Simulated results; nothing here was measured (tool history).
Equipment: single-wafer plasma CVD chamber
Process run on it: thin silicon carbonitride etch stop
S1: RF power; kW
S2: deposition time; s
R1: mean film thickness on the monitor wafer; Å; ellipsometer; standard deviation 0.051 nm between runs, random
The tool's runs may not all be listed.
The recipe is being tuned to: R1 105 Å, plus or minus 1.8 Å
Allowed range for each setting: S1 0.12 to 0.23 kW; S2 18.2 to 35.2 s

run,hour,S1,S2,R1
1,0,0.175,26.7,136.86
2,2.5,0.19,26.7,141.25
3,9.9,0.165,26.7,132.81
4,13.4,0.16,26,128.38
5,19.2,0.155,25.4,125.73
6,25.5,0.175,25.4,130.11
7,33.9,0.165,24.8,122.52
8,35.4,0.16,24.5,120.61
9,40.4,0.155,24.2,118.29
10,46.9,0.15,23.9,115.63
# hour 55.2: thermocouple changed; heater temperature recalibrated
11,55.2,0.145,23.7,112.6
12,59.2,0.14,23.6,112.09
13,60.9,0.135,23.4,109.65
14,62.8,0.135,23.3,108.92

Which one of the following 4 next-run settings gets every result inside its allowed miss? There is exactly one.
A,64.7,0.12,23.5,?
B,64.7,0.13,22.1,?
C,64.7,0.185,22.1,?
D,64.7,0.15,21.1,?

move,R1
A,105.24
B,101.97
C,115.62
D,102.55
A: every result lands within tolerance
B: takes the biggest miss from the last run beyond its target
C: further off than the last run
D: takes the biggest miss from the last run beyond its target
The move that meets every target is A.
